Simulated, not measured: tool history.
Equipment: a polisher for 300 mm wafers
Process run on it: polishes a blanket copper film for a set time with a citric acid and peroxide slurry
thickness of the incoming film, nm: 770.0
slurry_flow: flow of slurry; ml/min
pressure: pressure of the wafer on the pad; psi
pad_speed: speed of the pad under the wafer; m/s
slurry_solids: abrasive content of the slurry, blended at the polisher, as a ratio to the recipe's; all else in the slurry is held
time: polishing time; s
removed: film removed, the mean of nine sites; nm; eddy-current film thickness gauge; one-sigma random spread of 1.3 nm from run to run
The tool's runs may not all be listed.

run    day  slurry_flow  pressure  pad_speed  slurry_solids  time  removed
  1  0.000          180       4.1       1.08           1.00   103   347.54
  2  0.133          175       3.6       1.04           1.00   103   296.99
  3  0.333          175       4.1       1.04           1.00   103   337.51
  4  0.412          175       3.6       1.00           1.00   103   286.38
  5  0.696          170       3.2       0.98           1.00   103   256.61
  6  1.038          170       3.2       0.98           0.85   103   237.18
  7  1.208          165       2.9       0.98           0.85   103   216.96

Run 8, settings as shown, results not yet in. Your forecast:
  8  1.554          160       2.7       0.98           0.85   103        ?

removed: 205.78 nm
